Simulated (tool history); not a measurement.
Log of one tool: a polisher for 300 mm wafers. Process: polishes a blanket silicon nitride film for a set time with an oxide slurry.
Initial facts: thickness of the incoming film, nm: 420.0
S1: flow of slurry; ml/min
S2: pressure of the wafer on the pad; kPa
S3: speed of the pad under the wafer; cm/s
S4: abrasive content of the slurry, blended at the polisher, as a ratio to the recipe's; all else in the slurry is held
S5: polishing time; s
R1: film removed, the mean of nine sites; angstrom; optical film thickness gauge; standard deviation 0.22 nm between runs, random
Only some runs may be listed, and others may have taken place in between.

run	hour	S1	S2	S3	S4	S5	R1
1	0	280	23.4	138	1	67	517.83
2	4	280	23.4	138	1.2	67	569.48
3	10	280	23.4	114	1.2	67	527.52
4	17.7	280	23.4	114	1.2	70	557.93
5	23.1	280	22.1	108	1.2	70	514.82
6	29.2	280	20.7	102	1.2	70	482.89
7	35	280	19.3	98	1.15	70	442.39
8	35.9	280	17.9	94	1.1	70	400.5
9	41.4	280	17.2	90	1.1	70	373.28
10	49.2	280	16.5	86	1.1	70	360.99
11	51.9	280	15.9	82	1.1	70	347.95
12	57.5	280	15.2	80	1.1	70	329.51

The next listed run, before its measurement:
13	59	280	14.5	78	1.1	70	?

{"run 13": {"R1": 314.86}}
